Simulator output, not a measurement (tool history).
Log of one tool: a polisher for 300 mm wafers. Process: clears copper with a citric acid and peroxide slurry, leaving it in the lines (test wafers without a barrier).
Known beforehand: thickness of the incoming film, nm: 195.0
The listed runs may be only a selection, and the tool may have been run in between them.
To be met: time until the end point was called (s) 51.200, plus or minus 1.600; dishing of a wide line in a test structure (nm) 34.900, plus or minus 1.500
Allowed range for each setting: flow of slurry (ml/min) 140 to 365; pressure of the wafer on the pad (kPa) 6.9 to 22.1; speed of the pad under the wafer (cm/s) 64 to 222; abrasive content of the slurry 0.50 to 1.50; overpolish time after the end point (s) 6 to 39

run	day	flow of slurry (ml/min)	pressure of the wafer on the pad (kPa)	speed of the pad under the wafer (cm/s)	abrasive content of the slurry	overpolish time after the end point (s)	time until the end point was called (s)	dishing of a wide line in a test structure (nm)
1	0.000	235	14.5	142	1.00	20	86.950	26.898
2	0.162	240	16.5	142	1.00	19	78.201	29.159
3	0.433	240	16.5	142	1.00	12	78.856	18.721
4	0.633	240	16.5	142	1.00	16	79.165	24.612
5	0.662	240	16.5	142	1.15	16	73.678	25.658
6	0.875	240	16.5	142	1.15	19	74.897	29.660
7	1.079	240	17.9	144	1.15	18	69.541	29.944
8	1.279	245	19.3	148	1.15	17	63.165	31.143

Pick the move, out of 4, that brings all results within their allowed miss; only one does.
A	1.479	245	16.5	136	1.20	25	?	?
B	1.479	180	18.6	204	1.00	16	?	?
C	1.479	305	16.5	122	0.90	22	?	?
D	1.479	225	19.3	116	1.15	23	?	?

move	time until the end point was called (s)	dishing of a wide line in a test structure (nm)
A	77.586	35.028
B	51.612	34.245
C	90.295	28.010
D	81.218	31.979
A: misses by more than the last run did
B: all results land within tolerance of their targets
C: misses by more than the last run did
D: misses by more than the last run did
The move that meets every target is B.
